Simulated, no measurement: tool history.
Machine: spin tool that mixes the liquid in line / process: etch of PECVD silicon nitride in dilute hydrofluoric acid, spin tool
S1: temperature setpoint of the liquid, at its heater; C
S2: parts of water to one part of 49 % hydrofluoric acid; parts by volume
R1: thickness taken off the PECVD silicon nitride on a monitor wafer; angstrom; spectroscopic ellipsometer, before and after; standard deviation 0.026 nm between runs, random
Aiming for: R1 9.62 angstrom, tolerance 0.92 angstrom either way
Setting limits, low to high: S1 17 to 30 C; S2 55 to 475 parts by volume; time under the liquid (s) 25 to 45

{"run": 1, "hour": 0.0, "S1": 22, "S2": 265, "time under the liquid (s)": 45, "R1": 2.391}
{"run": 2, "hour": 2.8, "S1": 23.5, "S2": 225, "time under the liquid (s)": 45, "R1": 3.0637}
{"run": 3, "hour": 10.5, "S1": 24.5, "S2": 195, "time under the liquid (s)": 45, "R1": 3.826}
{"run": 4, "hour": 14.2, "S1": 25.5, "S2": 170, "time under the liquid (s)": 45, "R1": 4.6358}
{"run": 5, "hour": 21.8, "S1": 26, "S2": 150, "time under the liquid (s)": 45, "R1": 5.4841}
{"run": 6, "hour": 22.9, "S1": 26.5, "S2": 140, "time under the liquid (s)": 45, "R1": 5.7904}
{"run": 7, "hour": 24.8, "S1": 27, "S2": 130, "time under the liquid (s)": 45, "R1": 6.7386}
{"run": 8, "hour": 26.1, "S1": 27.5, "S2": 125, "time under the liquid (s)": 45, "R1": 7.251}
{"run": 9, "hour": 29.4, "S1": 28, "S2": 125, "time under the liquid (s)": 45, "R1": 7.2447}
{"run": 10, "hour": 37.0, "S1": 30, "S2": 60, "time under the liquid (s)": 45, "R1": 17.52}
{"run": 11, "hour": 43.9, "S1": 29, "S2": 60, "time under the liquid (s)": 45, "R1": 16.093}
{"run": 12, "hour": 48.9, "S1": 28, "S2": 65, "time under the liquid (s)": 45, "R1": 13.867}
{"run": 13, "hour": 52.7, "S1": 27.5, "S2": 70, "time under the liquid (s)": 45, "R1": 12.924}
{"run": 14, "hour": 61.0, "S1": 27, "S2": 75, "time under the liquid (s)": 45, "R1": 12.203}
{"run": 15, "hour": 68.4, "S1": 24, "S2": 100, "time under the liquid (s)": 45, "R1": 6.9559}
{"run": 16, "hour": 73.6, "S1": 24.5, "S2": 100, "time under the liquid (s)": 45, "R1": 6.8734}
{"run": 17, "hour": 77.3, "S1": 25, "S2": 100, "time under the liquid (s)": 45, "R1": 7.5143}
{"run": 18, "hour": 78.5, "S1": 25.5, "S2": 100, "time under the liquid (s)": 45, "R1": 7.7152}
{"hour": 79.2, "done": "thermometer replaced"}
{"run": 19, "hour": 79.2, "S1": 28.5, "S2": 75, "time under the liquid (s)": 45, "R1": 14.65}
{"run": 20, "hour": 82.4, "S1": 28, "S2": 75, "time under the liquid (s)": 45, "R1": 13.694}
{"run": 21, "hour": 84.4, "S1": 24, "S2": 100, "time under the liquid (s)": 45, "R1": 8.0217}
{"run": 22, "hour": 88.6, "S1": 24.5, "S2": 100, "time under the liquid (s)": 45, "R1": 8.3477}
{"run": 23, "hour": 96.7, "S1": 25, "S2": 100, "time under the liquid (s)": 45, "R1": 8.6331}

4 next moves are on the table. One of them brings every result within its allowed miss. Which?
{"run": "A", "hour": 104.8, "S1": 24.5, "S2": 55, "time under the liquid (s)": 40, "R1": "?"}
{"run": "B", "hour": 104.8, "S1": 21, "S2": 65, "time under the liquid (s)": 45, "R1": "?"}
{"run": "C", "hour": 104.8, "S1": 26, "S2": 135, "time under the liquid (s)": 45, "R1": "?"}
{"run": "D", "hour": 104.8, "S1": 25, "S2": 115, "time under the liquid (s)": 45, "R1": "?"}

move=A R1=13.155
move=B R1=9.913
move=C R1=6.7183
move=D R1=7.3877
A: carries the result that was furthest off beyond its target, to the other side
B: hits every target within its allowed miss
C: misses by more than the last run did
D: misses by more than the last run did
So the answer is move B, the one that meets all the targets.
